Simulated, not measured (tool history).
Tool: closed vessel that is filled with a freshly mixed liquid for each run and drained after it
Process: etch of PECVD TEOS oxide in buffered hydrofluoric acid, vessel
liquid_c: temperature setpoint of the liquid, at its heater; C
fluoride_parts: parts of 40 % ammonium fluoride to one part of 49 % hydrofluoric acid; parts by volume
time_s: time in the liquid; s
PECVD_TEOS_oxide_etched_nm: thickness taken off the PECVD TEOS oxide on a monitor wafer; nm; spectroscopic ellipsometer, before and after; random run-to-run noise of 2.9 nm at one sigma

| run | hour | liquid_c | fluoride_parts | time_s | PECVD_TEOS_oxide_etched_nm |
|---|---|---|---|---|---|
| 1 | 0 | 25 | 8 | 105 | 541.4 |
| 2 | 8.1 | 24.5 | 8 | 105 | 527.13 |
| 3 | 17.3 | 24.5 | 8 | 115 | 573.82 |
| 4 | 22 | 24 | 8 | 115 | 558.95 |
| 5 | 28.9 | 24 | 9 | 115 | 490.05 |
| 6 | 32.7 | 27 | 9 | 115 | 573.51 |
| 7 | 35.4 | 26.5 | 9 | 115 | 568.04 |

The next listed run, before its measurement:
| 8 | 41.5 | 22.5 | 9 | 115 | ? |

Run 8 yielded PECVD_TEOS_oxide_etched_nm 450.12 nm.

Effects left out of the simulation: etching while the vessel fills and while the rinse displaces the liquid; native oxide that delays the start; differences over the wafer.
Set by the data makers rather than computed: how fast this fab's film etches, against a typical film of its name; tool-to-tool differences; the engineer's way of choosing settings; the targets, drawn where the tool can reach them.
